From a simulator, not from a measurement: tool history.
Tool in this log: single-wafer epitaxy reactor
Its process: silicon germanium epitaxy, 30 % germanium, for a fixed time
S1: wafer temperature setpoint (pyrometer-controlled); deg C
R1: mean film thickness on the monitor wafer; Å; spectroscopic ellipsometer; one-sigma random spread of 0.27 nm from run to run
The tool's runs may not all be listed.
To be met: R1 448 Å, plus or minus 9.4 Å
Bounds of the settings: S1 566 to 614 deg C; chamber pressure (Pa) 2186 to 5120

Run 1, day 0: S1 590 deg C, chamber pressure (Pa) 3653. Result: R1 567.69 Å.
Run 2, day 0.117: S1 596 deg C, chamber pressure (Pa) 3653. Result: R1 641.41 Å.
Run 3, day 0.154: S1 604 deg C, chamber pressure (Pa) 3653. Result: R1 761.18 Å.
Run 4, day 0.496: S1 604 deg C, chamber pressure (Pa) 3200. Result: R1 732.48 Å.
Run 5, day 0.562: S1 600 deg C, chamber pressure (Pa) 3186. Result: R1 672.36 Å.
Run 6, day 0.704: S1 600 deg C, chamber pressure (Pa) 2933. Result: R1 648.19 Å.
Run 7, day 0.779: S1 597 deg C, chamber pressure (Pa) 2920. Result: R1 612.12 Å.
Run 8, day 1.058: S1 595 deg C, chamber pressure (Pa) 2906. Result: R1 581.99 Å.

5 candidate next runs follow, results not yet known. Just one meets every target within its allowed miss. Identify it.
Run A, day 1.338: S1 581 deg C, chamber pressure (Pa) 3133. Result: R1 ?.
Run B, day 1.338: S1 588 deg C, chamber pressure (Pa) 2973. Result: R1 ?.
Run C, day 1.338: S1 582 deg C, chamber pressure (Pa) 2626. Result: R1 ?.
Run D, day 1.338: S1 610 deg C, chamber pressure (Pa) 2506. Result: R1 ?.
Run E, day 1.338: S1 583 deg C, chamber pressure (Pa) 2413. Result: R1 ?.

move      R1
   A  440.36
   B  503.43
   C  424.59
   D  752.57
   E  422.23
A: all results land within tolerance of their targets
B: moves toward the targets from the last run without getting all of them in spec
C: takes the result that was furthest off past its target
D: the biggest miss grows against the last run
E: takes the result that was furthest off past its target
The move that meets every target is A.

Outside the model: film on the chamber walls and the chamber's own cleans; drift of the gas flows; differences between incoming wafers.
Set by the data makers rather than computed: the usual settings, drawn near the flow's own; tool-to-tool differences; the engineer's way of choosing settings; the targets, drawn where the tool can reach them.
